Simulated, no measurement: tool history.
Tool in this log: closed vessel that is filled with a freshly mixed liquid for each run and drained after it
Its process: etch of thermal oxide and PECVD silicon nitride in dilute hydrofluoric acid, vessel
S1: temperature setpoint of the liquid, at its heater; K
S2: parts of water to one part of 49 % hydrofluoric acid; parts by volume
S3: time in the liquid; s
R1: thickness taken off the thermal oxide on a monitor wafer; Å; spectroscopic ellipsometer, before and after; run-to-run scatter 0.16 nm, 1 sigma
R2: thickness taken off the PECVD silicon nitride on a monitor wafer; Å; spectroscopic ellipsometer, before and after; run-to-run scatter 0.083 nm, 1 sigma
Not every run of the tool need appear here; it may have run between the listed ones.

run,hour,S1,S2,S3,R1,R2
1,0,293.15,120,1155,439.5,145.88
2,6.8,293.15,125,1165,425.88,142.51
3,9.1,293.15,130,1170,405.88,138.02
4,11.5,293.15,115,1170,471.93,154.31
5,16.3,293.15,100,1170,549.43,175.73
6,22.2,293.15,100,680,318.71,103.67
7,25.2,293.65,95,675,341.07,112.52

Predict the results of run 8:
8,27.3,294.15,95,670,?,?

R1: 347.26 Å
R2: 114.57 Å
